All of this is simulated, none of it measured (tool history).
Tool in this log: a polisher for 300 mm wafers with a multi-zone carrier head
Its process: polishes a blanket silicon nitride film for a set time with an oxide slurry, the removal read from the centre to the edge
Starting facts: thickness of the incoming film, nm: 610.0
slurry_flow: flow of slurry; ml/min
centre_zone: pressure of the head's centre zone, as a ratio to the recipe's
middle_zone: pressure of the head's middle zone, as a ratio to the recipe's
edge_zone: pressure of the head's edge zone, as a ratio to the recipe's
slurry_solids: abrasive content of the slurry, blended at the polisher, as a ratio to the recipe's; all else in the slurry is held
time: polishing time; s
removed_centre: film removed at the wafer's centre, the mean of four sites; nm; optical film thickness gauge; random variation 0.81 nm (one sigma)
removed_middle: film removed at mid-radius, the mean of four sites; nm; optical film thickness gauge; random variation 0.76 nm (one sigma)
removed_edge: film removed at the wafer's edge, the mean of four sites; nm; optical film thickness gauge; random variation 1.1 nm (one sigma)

{"run": 1, "day": 0.0, "slurry_flow": 310, "centre_zone": 1.0, "middle_zone": 1.0, "edge_zone": 1.0, "slurry_solids": 1.0, "time": 83, "removed_centre": 60.314, "removed_middle": 61.248, "removed_edge": 60.94}
{"run": 2, "day": 0.304, "slurry_flow": 310, "centre_zone": 1.0, "middle_zone": 1.0, "edge_zone": 1.0, "slurry_solids": 1.0, "time": 94, "removed_centre": 68.205, "removed_middle": 67.512, "removed_edge": 68.278}
{"run": 3, "day": 0.388, "slurry_flow": 315, "centre_zone": 1.01, "middle_zone": 1.04, "edge_zone": 1.04, "slurry_solids": 1.1, "time": 94, "removed_centre": 71.938, "removed_middle": 72.545, "removed_edge": 70.86}
{"run": 4, "day": 0.738, "slurry_flow": 315, "centre_zone": 1.01, "middle_zone": 0.97, "edge_zone": 1.04, "slurry_solids": 1.1, "time": 94, "removed_centre": 71.262, "removed_middle": 70.919, "removed_edge": 70.927}
{"run": 5, "day": 1.012, "slurry_flow": 315, "centre_zone": 1.01, "middle_zone": 0.97, "edge_zone": 1.04, "slurry_solids": 1.1, "time": 111, "removed_centre": 83.904, "removed_middle": 82.702, "removed_edge": 83.568}
{"run": 6, "day": 1.338, "slurry_flow": 315, "centre_zone": 1.01, "middle_zone": 0.97, "edge_zone": 1.04, "slurry_solids": 1.1, "time": 96, "removed_centre": 73.853, "removed_middle": 71.106, "removed_edge": 72.46}

Expected results for the next run?
{"run": 7, "day": 1.454, "slurry_flow": 310, "centre_zone": 0.99, "middle_zone": 1.0, "edge_zone": 1.05, "slurry_solids": 1.2, "time": 98, "removed_centre": "?", "removed_middle": "?", "removed_edge": "?"}

{"run 7": {"removed_centre": 75.53, "removed_middle": 76.71, "removed_edge": 75.3}}
